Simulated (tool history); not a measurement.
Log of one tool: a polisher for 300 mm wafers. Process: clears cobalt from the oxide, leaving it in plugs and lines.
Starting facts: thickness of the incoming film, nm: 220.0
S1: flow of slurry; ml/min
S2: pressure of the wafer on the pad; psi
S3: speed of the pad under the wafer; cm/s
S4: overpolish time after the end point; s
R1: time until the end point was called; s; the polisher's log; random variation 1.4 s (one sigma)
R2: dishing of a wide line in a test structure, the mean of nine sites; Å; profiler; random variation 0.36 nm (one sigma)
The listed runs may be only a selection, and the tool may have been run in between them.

run	hour	S1	S2	S3	S4	R1	R2
1	0.0	165	1.3	96	13	87.072	251.51
2	2.0	165	1.2	96	13	94.504	229.10
3	4.8	200	1.2	96	13	90.421	243.04
4	12.0	195	1.1	96	13	99.997	222.18
5	13.8	190	1.0	96	13	111.870	207.76
6	19.6	185	1.0	96	13	108.240	209.67
7	23.0	185	0.9	96	13	123.500	188.78
8	27.6	180	0.9	96	13	123.230	195.68

Estimate the outcome of run 9 from the log above:
9	29.8	175	0.9	96	13	?	?

{"run 9": {"R1": 123.42, "R2": 188.82}}
